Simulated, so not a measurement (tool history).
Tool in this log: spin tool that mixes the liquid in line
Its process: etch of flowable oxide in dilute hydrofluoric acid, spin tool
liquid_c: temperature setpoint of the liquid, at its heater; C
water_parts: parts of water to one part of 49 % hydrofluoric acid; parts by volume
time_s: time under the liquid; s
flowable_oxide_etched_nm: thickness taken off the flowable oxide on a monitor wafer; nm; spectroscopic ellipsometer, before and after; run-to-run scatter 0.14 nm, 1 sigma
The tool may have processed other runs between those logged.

run	hour	liquid_c	water_parts	time_s	flowable_oxide_etched_nm
1	0.0	21.0	105	150	57.346
2	1.7	20.5	110	150	53.139
3	8.7	20.5	75	150	81.130
4	13.8	20.5	90	150	66.827
5	21.5	20.0	95	150	61.379
6	24.3	19.5	100	150	56.739
7	25.5	19.0	105	150	52.975
8	27.0	19.0	110	150	50.003

For run 9, what comes out?
9	33.7	19.0	110	150	?

flowable_oxide_etched_nm: 50.306 nm

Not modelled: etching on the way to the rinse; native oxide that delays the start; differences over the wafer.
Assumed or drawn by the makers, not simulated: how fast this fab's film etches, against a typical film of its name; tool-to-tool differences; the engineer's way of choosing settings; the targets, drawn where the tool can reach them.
